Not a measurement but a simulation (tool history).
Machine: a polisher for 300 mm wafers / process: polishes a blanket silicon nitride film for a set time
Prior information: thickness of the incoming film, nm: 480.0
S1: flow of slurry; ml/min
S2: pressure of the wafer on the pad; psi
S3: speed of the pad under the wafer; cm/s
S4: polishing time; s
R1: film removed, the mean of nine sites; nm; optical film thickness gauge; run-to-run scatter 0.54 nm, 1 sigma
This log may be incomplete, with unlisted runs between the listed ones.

run	day	S1	S2	S3	S4	R1
1	0.000	225	2.4	136	29	47.366
2	0.083	230	2.6	136	29	51.362
3	0.404	230	2.6	122	29	48.638
4	0.767	200	2.6	122	29	46.949
5	0.804	180	2.6	122	29	46.365
6	0.846	180	2.6	106	29	42.777
7	0.883	195	2.9	106	29	47.717
8	1.129	205	3.1	108	29	52.407
9	1.192	215	3.3	108	29	55.649

Predict the results of run 10:
10	1.292	215	3.3	108	29	?

Run 10 came out at R1 56.157 nm.

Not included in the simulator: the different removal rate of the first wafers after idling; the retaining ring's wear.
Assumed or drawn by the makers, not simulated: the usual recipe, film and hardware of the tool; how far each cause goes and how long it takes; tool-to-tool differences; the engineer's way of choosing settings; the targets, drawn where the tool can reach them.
